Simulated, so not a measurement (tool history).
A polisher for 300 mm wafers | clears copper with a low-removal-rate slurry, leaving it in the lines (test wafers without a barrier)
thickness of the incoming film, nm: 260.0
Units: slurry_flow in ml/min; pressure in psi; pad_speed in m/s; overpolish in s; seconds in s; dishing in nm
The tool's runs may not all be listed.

run	hour	slurry_flow	pressure	pad_speed	slurry_solids	overpolish	seconds	dishing
1	0.0	315	3.0	0.90	1.0	27	88.682	45.164
2	1.1	315	3.0	0.90	1.0	19	85.983	34.850
3	5.3	315	3.0	0.80	1.0	19	97.755	33.520
4	7.5	315	3.0	0.80	1.0	10	99.007	19.543
5	8.1	315	2.9	0.80	1.0	11	100.890	20.629
6	13.6	315	2.9	0.62	1.0	11	129.530	16.291
7	19.0	310	2.8	0.62	1.0	13	134.490	18.432

Forecast run 8:
# hour 22.6: worn pad replaced by a new one
8	22.6	310	2.8	0.62	1.0	14	?	?

{"run 8": {"seconds": 123.55, "dishing": 21.676}}
